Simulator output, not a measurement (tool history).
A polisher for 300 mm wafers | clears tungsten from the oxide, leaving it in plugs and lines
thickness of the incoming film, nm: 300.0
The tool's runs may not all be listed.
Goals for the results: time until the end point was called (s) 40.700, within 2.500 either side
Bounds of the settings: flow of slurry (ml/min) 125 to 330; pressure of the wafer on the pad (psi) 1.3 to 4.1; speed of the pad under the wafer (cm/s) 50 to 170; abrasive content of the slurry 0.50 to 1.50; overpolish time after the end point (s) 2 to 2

| run | hour | flow of slurry (ml/min) | pressure of the wafer on the pad (psi) | speed of the pad under the wafer (cm/s) | abrasive content of the slurry | overpolish time after the end point (s) | time until the end point was called (s) |
|---|---|---|---|---|---|---|---|
| 1 | 0.0 | 210 | 2.7 | 110 | 1.00 | 2 | 57.524 |
| 2 | 6.0 | 210 | 2.7 | 110 | 1.00 | 2 | 58.420 |
| 3 | 8.3 | 210 | 2.7 | 110 | 1.00 | 2 | 55.848 |
| 4 | 16.4 | 210 | 2.7 | 122 | 1.00 | 2 | 53.465 |
| 5 | 24.8 | 210 | 2.7 | 122 | 1.15 | 2 | 51.541 |
| 6 | 32.4 | 210 | 2.9 | 124 | 1.15 | 2 | 47.795 |
| 7 | 33.4 | 210 | 3.0 | 126 | 1.15 | 2 | 45.951 |
| 8 | 39.7 | 210 | 3.1 | 126 | 1.15 | 2 | 44.795 |
| 9 | 44.0 | 210 | 3.2 | 126 | 1.15 | 2 | 44.004 |

Next run, 5 choices. One meets every target within its allowed miss, the rest don't. Which?
| A | 48.3 | 205 | 3.4 | 126 | 1.25 | 2 | ? |
| B | 48.3 | 220 | 3.2 | 110 | 1.15 | 2 | ? |
| C | 48.3 | 205 | 3.1 | 114 | 1.15 | 2 | ? |
| D | 48.3 | 200 | 2.9 | 124 | 1.20 | 2 | ? |
| E | 48.3 | 170 | 2.5 | 132 | 1.35 | 2 | ? |

| move | time until the end point was called (s) |
|---|---|
| A | 42.455 |
| B | 50.924 |
| C | 50.747 |
| D | 48.610 |
| E | 50.324 |
A: every result lands within tolerance
B: moves away from the targets compared with the last run
C: moves away from the targets compared with the last run
D: moves away from the targets compared with the last run
E: moves away from the targets compared with the last run
Answer: A
